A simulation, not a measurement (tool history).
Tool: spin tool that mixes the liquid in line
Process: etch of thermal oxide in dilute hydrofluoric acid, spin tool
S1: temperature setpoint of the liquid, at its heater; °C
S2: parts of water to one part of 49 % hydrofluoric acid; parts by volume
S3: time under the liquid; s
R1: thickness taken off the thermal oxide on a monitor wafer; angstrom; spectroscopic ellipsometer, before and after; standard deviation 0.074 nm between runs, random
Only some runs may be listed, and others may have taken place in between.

run	hour	S1	S2	S3	R1
1	0	22	55	45	36.982
2	2.5	23	50	45	42.585
3	7.2	24	45	45	50.346
4	12.9	25	40	45	59.113
5	16.1	25	60	45	38.317
6	17.5	25.5	55	45	43.079
7	21.5	26	50	45	48.001

Predict the results of run 8:
8	22.9	26.5	45	45	?

R1: 55.501 angstrom
